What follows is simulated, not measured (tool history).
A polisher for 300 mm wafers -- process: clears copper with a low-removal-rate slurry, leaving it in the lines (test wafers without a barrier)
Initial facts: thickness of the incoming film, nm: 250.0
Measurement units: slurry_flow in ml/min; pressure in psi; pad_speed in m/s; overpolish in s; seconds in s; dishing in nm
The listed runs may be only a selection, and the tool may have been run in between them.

| run | hour | slurry_flow | pressure | pad_speed | slurry_solids | overpolish | seconds | dishing |
|---|---|---|---|---|---|---|---|---|
| 1 | 0.0 | 230 | 2.4 | 1.12 | 1.0 | 25 | 106.870 | 37.953 |
| 2 | 7.2 | 285 | 2.4 | 1.12 | 1.0 | 25 | 103.550 | 39.819 |
| 3 | 12.1 | 290 | 2.6 | 1.12 | 1.0 | 23 | 95.963 | 40.017 |
| 4 | 20.9 | 250 | 2.6 | 1.12 | 1.0 | 23 | 97.576 | 37.572 |
| 5 | 26.4 | 255 | 2.8 | 1.12 | 1.0 | 23 | 89.993 | 41.140 |
| 6 | 35.3 | 260 | 3.0 | 1.12 | 1.0 | 22 | 83.098 | 41.472 |
| 7 | 40.4 | 265 | 3.1 | 1.12 | 1.0 | 22 | 81.132 | 43.091 |

What does the tool deliver on the next run?
| 8 | 45.7 | 270 | 3.2 | 1.12 | 1.0 | 21 | ? | ? |

Run 8 produced seconds 80.025 s, dishing 41.617 nm.
